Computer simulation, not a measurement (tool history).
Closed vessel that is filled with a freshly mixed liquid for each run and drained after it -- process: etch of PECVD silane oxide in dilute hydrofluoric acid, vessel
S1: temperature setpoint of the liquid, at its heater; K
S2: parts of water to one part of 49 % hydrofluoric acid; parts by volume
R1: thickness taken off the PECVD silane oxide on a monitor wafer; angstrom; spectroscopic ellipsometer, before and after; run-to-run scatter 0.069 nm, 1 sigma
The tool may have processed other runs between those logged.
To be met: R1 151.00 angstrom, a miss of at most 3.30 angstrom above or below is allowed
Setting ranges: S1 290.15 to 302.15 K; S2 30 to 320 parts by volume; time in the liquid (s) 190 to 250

{"run": 1, "hour": 0.0, "S1": 294.15, "S2": 175, "time in the liquid (s)": 250, "R1": 303.92}
{"run": 2, "hour": 6.9, "S1": 293.15, "S2": 195, "time in the liquid (s)": 250, "R1": 258.83}
{"run": 3, "hour": 8.0, "S1": 292.65, "S2": 210, "time in the liquid (s)": 250, "R1": 232.55}
{"run": 4, "hour": 8.9, "S1": 292.65, "S2": 265, "time in the liquid (s)": 250, "R1": 175.47}
{"run": 5, "hour": 12.7, "S1": 292.15, "S2": 270, "time in the liquid (s)": 250, "R1": 167.85}
{"hour": 19.5, "done": "hydrofluoric acid flow meter replaced"}
{"run": 6, "hour": 19.5, "S1": 292.15, "S2": 270, "time in the liquid (s)": 190, "R1": 114.24}
{"run": 7, "hour": 20.5, "S1": 293.15, "S2": 270, "time in the liquid (s)": 190, "R1": 118.99}
{"run": 8, "hour": 21.4, "S1": 292.65, "S2": 265, "time in the liquid (s)": 190, "R1": 118.68}
{"run": 9, "hour": 23.2, "S1": 294.15, "S2": 260, "time in the liquid (s)": 190, "R1": 128.79}
{"run": 10, "hour": 27.7, "S1": 293.65, "S2": 255, "time in the liquid (s)": 190, "R1": 130.14}

Below are 4 possible settings for the next run. Only one of them brings all results inside the allowed miss of their targets. Which is it?
{"run": "A", "hour": 32.2, "S1": 294.15, "S2": 225, "time in the liquid (s)": 205, "R1": "?"}
{"run": "B", "hour": 32.2, "S1": 290.65, "S2": 280, "time in the liquid (s)": 190, "R1": "?"}
{"run": "C", "hour": 32.2, "S1": 292.15, "S2": 250, "time in the liquid (s)": 230, "R1": "?"}
{"run": "D", "hour": 32.2, "S1": 291.65, "S2": 235, "time in the liquid (s)": 230, "R1": "?"}

move=A R1=165.25
move=B R1=102.52
move=C R1=151.10
move=D R1=159.88
A: takes the result that was furthest off past its target
B: its largest miss is bigger than the last run's
C: all results land within tolerance of their targets
D: takes the result that was furthest off past its target
Correct choice: C, which meets every target

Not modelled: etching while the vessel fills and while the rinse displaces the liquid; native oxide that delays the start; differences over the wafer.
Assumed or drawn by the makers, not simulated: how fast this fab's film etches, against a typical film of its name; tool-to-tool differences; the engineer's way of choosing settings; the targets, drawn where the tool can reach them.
